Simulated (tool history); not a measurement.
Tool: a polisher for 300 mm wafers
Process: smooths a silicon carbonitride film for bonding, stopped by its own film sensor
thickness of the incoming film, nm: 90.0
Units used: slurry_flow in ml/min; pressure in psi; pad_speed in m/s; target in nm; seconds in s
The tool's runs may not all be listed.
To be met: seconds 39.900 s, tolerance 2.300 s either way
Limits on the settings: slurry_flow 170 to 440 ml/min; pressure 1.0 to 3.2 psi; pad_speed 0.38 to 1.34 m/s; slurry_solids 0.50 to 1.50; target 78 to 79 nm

run	hour	slurry_flow	pressure	pad_speed	slurry_solids	target	seconds
1	0.0	280	2.1	0.86	1.00	78	60.142
2	8.4	280	2.3	0.88	1.00	78	54.501
3	11.1	280	2.5	0.90	1.00	78	48.516
4	14.3	280	2.5	0.90	0.90	78	52.321
5	18.3	280	2.1	0.90	0.90	78	60.492
6	22.4	280	2.4	0.92	0.90	78	51.480
7	27.0	280	2.6	0.92	0.90	78	50.182
8	35.6	280	2.7	0.94	0.90	78	46.558
9	43.9	280	2.8	0.94	0.90	78	45.511
10	50.5	280	2.9	0.94	0.90	78	44.295

5 next moves are on the table. One of them brings every result within its allowed miss. Which?
A	57.1	330	2.7	0.92	0.90	78	?
B	57.1	295	3.1	0.78	0.80	78	?
C	57.1	290	2.8	1.10	0.75	79	?
D	57.1	295	2.8	0.84	0.75	78	?
E	57.1	210	2.8	0.92	0.80	78	?

move	seconds
A	46.146
B	49.333
C	39.369
D	53.218
E	49.168
A: moves away from the targets compared with the last run
B: moves away from the targets compared with the last run
C: meets every target
D: moves away from the targets compared with the last run
E: moves away from the targets compared with the last run
Answer: C

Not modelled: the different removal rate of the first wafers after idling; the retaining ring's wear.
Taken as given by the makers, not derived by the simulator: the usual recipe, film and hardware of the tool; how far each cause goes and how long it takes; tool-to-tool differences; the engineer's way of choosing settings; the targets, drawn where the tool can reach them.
